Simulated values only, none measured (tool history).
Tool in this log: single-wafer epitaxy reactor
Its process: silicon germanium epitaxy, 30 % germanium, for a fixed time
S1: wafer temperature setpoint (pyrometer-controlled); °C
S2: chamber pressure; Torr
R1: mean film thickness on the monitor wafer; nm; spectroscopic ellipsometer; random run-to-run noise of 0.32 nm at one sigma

run    day   S1    S2      R1
  1      0  620  19.3  80.892
  2  0.054  627  19.3  90.919
  3  0.204  619  19.3  80.752
  4  0.388  616  19.1  76.321
  5  0.688  613    19  72.516
  6  1.042  611  18.9  69.868
  7  1.375  609  18.9  68.103

Expected results for the next run?
  8  1.721  607  18.9   ?

{"run 8": {"R1": 65.964}}
